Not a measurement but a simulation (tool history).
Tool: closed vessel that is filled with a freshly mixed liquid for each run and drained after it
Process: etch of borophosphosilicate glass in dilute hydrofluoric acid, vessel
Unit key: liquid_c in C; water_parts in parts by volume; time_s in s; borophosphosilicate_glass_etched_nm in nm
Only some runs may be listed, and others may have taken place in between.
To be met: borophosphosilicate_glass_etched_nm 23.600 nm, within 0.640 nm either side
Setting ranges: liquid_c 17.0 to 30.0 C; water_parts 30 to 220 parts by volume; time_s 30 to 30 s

run	day	liquid_c	water_parts	time_s	borophosphosilicate_glass_etched_nm
1	0.000	22.0	125	30	12.438
2	0.254	24.0	115	30	15.068
3	0.562	24.0	115	30	15.102
4	0.583	24.0	115	30	15.037
5	0.958	25.5	110	30	16.684
6	1.204	29.0	110	30	19.210
7	1.262	29.5	105	30	20.678
8	1.333	29.5	100	30	21.864

Which of these 4 next moves meets every target?
A	1.404	30.0	95	30	?
B	1.404	28.0	95	30	?
C	1.404	29.0	110	30	?
D	1.404	30.0	90	30	?

move	borophosphosilicate_glass_etched_nm
A	23.539
B	21.816
C	19.175
D	25.025
A: meets every target
B: roughly where the last run was
C: misses by more than the last run did
D: takes the result that was furthest off past its target
Go with A: it meets all targets.
